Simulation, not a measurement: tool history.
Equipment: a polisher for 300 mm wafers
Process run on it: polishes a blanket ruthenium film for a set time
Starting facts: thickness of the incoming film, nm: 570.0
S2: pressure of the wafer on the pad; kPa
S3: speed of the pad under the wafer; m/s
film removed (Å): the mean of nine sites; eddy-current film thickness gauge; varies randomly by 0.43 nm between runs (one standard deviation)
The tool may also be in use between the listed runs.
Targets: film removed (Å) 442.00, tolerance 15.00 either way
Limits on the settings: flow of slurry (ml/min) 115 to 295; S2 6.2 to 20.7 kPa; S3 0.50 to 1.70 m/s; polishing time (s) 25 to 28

{"run": 1, "hour": 0.0, "flow of slurry (ml/min)": 190, "S2": 13.1, "S3": 1.1, "polishing time (s)": 28, "film removed (Å)": 259.33}
{"run": 2, "hour": 7.7, "flow of slurry (ml/min)": 205, "S2": 13.1, "S3": 1.1, "polishing time (s)": 28, "film removed (Å)": 259.44}
{"run": 3, "hour": 9.0, "flow of slurry (ml/min)": 205, "S2": 13.1, "S3": 1.1, "polishing time (s)": 25, "film removed (Å)": 227.27}
{"run": 4, "hour": 13.8, "flow of slurry (ml/min)": 205, "S2": 13.8, "S3": 1.12, "polishing time (s)": 25, "film removed (Å)": 244.1}
{"run": 5, "hour": 22.6, "flow of slurry (ml/min)": 205, "S2": 14.5, "S3": 1.14, "polishing time (s)": 25, "film removed (Å)": 258.91}
{"run": 6, "hour": 23.1, "flow of slurry (ml/min)": 205, "S2": 15.2, "S3": 1.16, "polishing time (s)": 25, "film removed (Å)": 267.77}
{"run": 7, "hour": 27.1, "flow of slurry (ml/min)": 205, "S2": 15.9, "S3": 1.2, "polishing time (s)": 25, "film removed (Å)": 291.27}
{"run": 8, "hour": 30.0, "flow of slurry (ml/min)": 205, "S2": 16.5, "S3": 1.22, "polishing time (s)": 25, "film removed (Å)": 305.99}
{"run": 9, "hour": 33.6, "flow of slurry (ml/min)": 205, "S2": 17.2, "S3": 1.24, "polishing time (s)": 25, "film removed (Å)": 320.04}
{"run": 10, "hour": 40.4, "flow of slurry (ml/min)": 205, "S2": 17.9, "S3": 1.26, "polishing time (s)": 25, "film removed (Å)": 331.84}
{"run": 11, "hour": 49.3, "flow of slurry (ml/min)": 205, "S2": 17.9, "S3": 1.28, "polishing time (s)": 25, "film removed (Å)": 334.75}
{"run": 12, "hour": 54.8, "flow of slurry (ml/min)": 205, "S2": 17.9, "S3": 1.3, "polishing time (s)": 25, "film removed (Å)": 348.99}
{"run": 13, "hour": 60.2, "flow of slurry (ml/min)": 205, "S2": 17.9, "S3": 1.3, "polishing time (s)": 25, "film removed (Å)": 350.06}
{"run": 14, "hour": 66.2, "flow of slurry (ml/min)": 205, "S2": 17.9, "S3": 1.3, "polishing time (s)": 25, "film removed (Å)": 344.35}
{"run": 15, "hour": 69.0, "flow of slurry (ml/min)": 215, "S2": 20.7, "S3": 1.34, "polishing time (s)": 25, "film removed (Å)": 406.49}
{"run": 16, "hour": 74.7, "flow of slurry (ml/min)": 215, "S2": 20.7, "S3": 1.36, "polishing time (s)": 25, "film removed (Å)": 419.89}
{"run": 17, "hour": 75.7, "flow of slurry (ml/min)": 215, "S2": 20.7, "S3": 1.4, "polishing time (s)": 25, "film removed (Å)": 422.94}

4 candidate next runs follow, results not yet known. Just one meets every target within its allowed miss. Identify it.
{"run": "A", "hour": 76.7, "flow of slurry (ml/min)": 240, "S2": 17.9, "S3": 1.5, "polishing time (s)": 26, "film removed (Å)": "?"}
{"run": "B", "hour": 76.7, "flow of slurry (ml/min)": 200, "S2": 20.7, "S3": 1.32, "polishing time (s)": 28, "film removed (Å)": "?"}
{"run": "C", "hour": 76.7, "flow of slurry (ml/min)": 180, "S2": 19.3, "S3": 1.36, "polishing time (s)": 27, "film removed (Å)": "?"}
{"run": "D", "hour": 76.7, "flow of slurry (ml/min)": 220, "S2": 20.0, "S3": 1.32, "polishing time (s)": 25, "film removed (Å)": "?"}

move=A film_removed_(Å)=413.56
move=B film_removed_(Å)=446.48
move=C film_removed_(Å)=407.99
move=D film_removed_(Å)=391.14
A: further off than the last run
B: all results land within tolerance of their targets
C: further off than the last run
D: further off than the last run
So the answer is move B, the one that meets all the targets.
